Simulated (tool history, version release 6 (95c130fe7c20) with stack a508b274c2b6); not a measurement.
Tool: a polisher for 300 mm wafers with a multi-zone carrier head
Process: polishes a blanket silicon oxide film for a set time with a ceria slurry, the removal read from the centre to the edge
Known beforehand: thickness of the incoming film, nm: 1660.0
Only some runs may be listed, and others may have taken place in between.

run,hour,flow of slurry (ml/min),pressure of the head's centre zone,pressure of the head's middle zone,pressure of the head's edge zone,polishing time (s),film removed at the wafer's centre (nm),film removed at mid-radius (nm),film removed at the wafer's edge (nm)
1,0.0,270,1.00,1.00,1.00,80,521.54,525.91,534.02
2,2.0,270,0.99,1.01,1.02,83,542.94,556.95,552.81
3,6.3,270,0.97,1.00,1.03,86,537.26,576.93,560.63
4,10.5,270,0.97,0.91,1.03,86,545.98,534.90,579.04
5,12.2,270,0.97,0.86,1.03,86,539.45,506.55,577.57
6,18.4,200,0.97,0.86,1.03,86,527.47,495.90,556.97

Run 7, settings as shown, results not yet in. Your forecast:
7,23.8,210,0.96,0.88,1.05,88,?,?,?

{"run 7": {"film removed at the wafer's centre (nm)": 542.25, "film removed at mid-radius (nm)": 506.03, "film removed at the wafer's edge (nm)": 578.33}}
